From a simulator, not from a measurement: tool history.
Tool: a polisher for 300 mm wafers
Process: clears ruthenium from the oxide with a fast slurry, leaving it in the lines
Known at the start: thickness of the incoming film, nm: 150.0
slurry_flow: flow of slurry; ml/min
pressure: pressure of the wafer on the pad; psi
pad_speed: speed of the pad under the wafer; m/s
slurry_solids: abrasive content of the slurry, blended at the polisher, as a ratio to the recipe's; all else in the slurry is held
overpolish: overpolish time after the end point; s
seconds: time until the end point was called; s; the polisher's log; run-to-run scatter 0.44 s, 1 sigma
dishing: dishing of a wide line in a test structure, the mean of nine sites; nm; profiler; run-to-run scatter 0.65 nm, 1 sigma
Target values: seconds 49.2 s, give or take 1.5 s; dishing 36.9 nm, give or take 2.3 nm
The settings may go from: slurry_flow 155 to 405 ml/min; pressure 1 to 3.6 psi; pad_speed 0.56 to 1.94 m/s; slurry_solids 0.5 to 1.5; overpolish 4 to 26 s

run,day,slurry_flow,pressure,pad_speed,slurry_solids,overpolish,seconds,dishing
1,0,260,2.3,1.24,1,13,32.272,45.635
2,0.3,300,2.3,1.24,1,13,31.714,47.719
3,0.346,300,2.3,1.24,1.15,13,29.96,50.927
4,0.475,295,2,1.24,1.15,13,32.97,46.308
5,0.667,290,1.7,1.22,1.15,14,37.769,43.773
6,0.75,285,1.5,1.22,1.15,14,41.666,39.805
7,0.8,280,1.4,1.22,1.15,14,42.943,39.159
8,1.096,280,1,1.22,1.15,15,52.579,34.011
9,1.45,280,1,1.22,1.15,15,53.176,35.209

Consider the 5 candidate settings below. Which is the only one whose results all fall within their allowed miss of target?
A,1.804,285,1,1.14,1.15,17,?,?
B,1.804,330,1,1,1.3,16,?,?
C,1.804,325,1.2,1.16,1.15,15,?,?
D,1.804,375,1.2,1.08,1.5,11,?,?
E,1.804,325,1.1,1.32,1,13,?,?

move,seconds,dishing
A,56.413,37.089
B,58.87,33.761
C,49.226,37.464
D,45.846,30.104
E,50.012,32.41
A: the biggest miss grows against the last run
B: the biggest miss grows against the last run
C: hits every target within its allowed miss
D: takes the result that was furthest off past its target
E: the worst result of the last run now meets its target, but another is out of spec
Answer: C

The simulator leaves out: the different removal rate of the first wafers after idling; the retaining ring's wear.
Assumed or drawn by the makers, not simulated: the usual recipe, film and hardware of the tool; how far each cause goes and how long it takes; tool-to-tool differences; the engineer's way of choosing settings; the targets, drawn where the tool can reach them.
